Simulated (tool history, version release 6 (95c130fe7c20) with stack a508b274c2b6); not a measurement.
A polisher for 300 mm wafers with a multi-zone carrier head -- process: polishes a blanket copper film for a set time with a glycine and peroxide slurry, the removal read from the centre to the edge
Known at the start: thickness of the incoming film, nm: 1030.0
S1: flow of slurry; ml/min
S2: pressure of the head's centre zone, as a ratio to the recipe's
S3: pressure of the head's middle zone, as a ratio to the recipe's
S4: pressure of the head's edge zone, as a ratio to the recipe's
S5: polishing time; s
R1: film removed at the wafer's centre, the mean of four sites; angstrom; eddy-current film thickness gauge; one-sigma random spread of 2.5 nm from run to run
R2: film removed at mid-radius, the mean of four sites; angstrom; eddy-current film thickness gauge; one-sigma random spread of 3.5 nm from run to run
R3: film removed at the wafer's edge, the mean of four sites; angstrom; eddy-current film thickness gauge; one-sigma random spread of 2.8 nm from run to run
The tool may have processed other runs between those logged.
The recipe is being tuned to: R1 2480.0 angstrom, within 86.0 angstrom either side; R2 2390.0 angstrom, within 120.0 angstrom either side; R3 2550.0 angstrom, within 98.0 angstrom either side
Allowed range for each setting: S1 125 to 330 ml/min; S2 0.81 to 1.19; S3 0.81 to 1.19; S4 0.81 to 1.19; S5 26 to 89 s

run	hour	S1	S2	S3	S4	S5	R1	R2	R3
1	0.0	210	1.00	1.00	1.00	57	3579.3	3643.4	3828.0
2	6.1	205	1.00	0.98	0.97	51	3263.3	3197.8	3421.3
3	11.3	205	1.04	0.98	0.97	51	3381.1	3174.0	3431.6
4	11.8	205	1.02	0.97	0.94	46	2969.2	2826.9	3052.7
5	16.3	205	1.01	0.96	0.91	44	2775.4	2682.1	2842.6
6	22.1	205	1.01	0.96	0.91	32	2025.3	1928.9	2052.5
# hour 25.6: slurry nozzle cleaned
7	25.6	205	1.02	0.97	0.94	34	2348.9	2328.8	2367.9
8	26.9	205	1.02	0.96	0.96	34	2367.4	2237.2	2341.5
9	35.1	200	1.01	0.96	0.98	35	2359.1	2332.2	2435.2

4 candidate next runs follow, results not yet known. Just one meets every target within its allowed miss. Identify it.
A	43.3	195	1.02	0.97	0.99	34	?	?	?
B	43.3	165	0.92	1.16	1.06	36	?	?	?
C	43.3	245	1.07	1.08	0.97	32	?	?	?
D	43.3	185	1.01	0.97	0.98	37	?	?	?

move	R1	R2	R3
A	2326.1	2216.8	2375.4
B	2158.0	2652.2	2536.3
C	2380.9	2361.7	2266.3
D	2482.3	2391.0	2555.4
A: misses by more than the last run did
B: misses by more than the last run did
C: misses by more than the last run did
D: every result within its allowed miss
The move that meets every target is D.
